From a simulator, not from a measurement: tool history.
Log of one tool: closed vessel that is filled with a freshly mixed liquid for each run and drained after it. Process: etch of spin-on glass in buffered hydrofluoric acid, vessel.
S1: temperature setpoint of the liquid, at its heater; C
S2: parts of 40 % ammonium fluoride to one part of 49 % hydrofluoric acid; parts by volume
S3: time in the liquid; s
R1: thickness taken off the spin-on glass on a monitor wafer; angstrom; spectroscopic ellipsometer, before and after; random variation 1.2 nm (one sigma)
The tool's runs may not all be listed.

{"run": 1, "hour": 0.0, "S1": 21.0, "S2": 15.0, "S3": 85, "R1": 1498.3}
{"run": 2, "hour": 8.8, "S1": 21.0, "S2": 12.5, "S3": 85, "R1": 1795.8}
{"run": 3, "hour": 15.9, "S1": 21.0, "S2": 16.0, "S3": 85, "R1": 1408.1}
{"run": 4, "hour": 20.7, "S1": 21.0, "S2": 16.0, "S3": 90, "R1": 1492.9}
{"run": 5, "hour": 25.6, "S1": 21.0, "S2": 14.5, "S3": 90, "R1": 1639.6}
{"run": 6, "hour": 31.1, "S1": 21.0, "S2": 10.5, "S3": 90, "R1": 2254.0}

The next listed run, before its measurement:
{"run": 7, "hour": 35.6, "S1": 21.5, "S2": 10.5, "S3": 90, "R1": "?"}

R1: 2323.7 angstrom
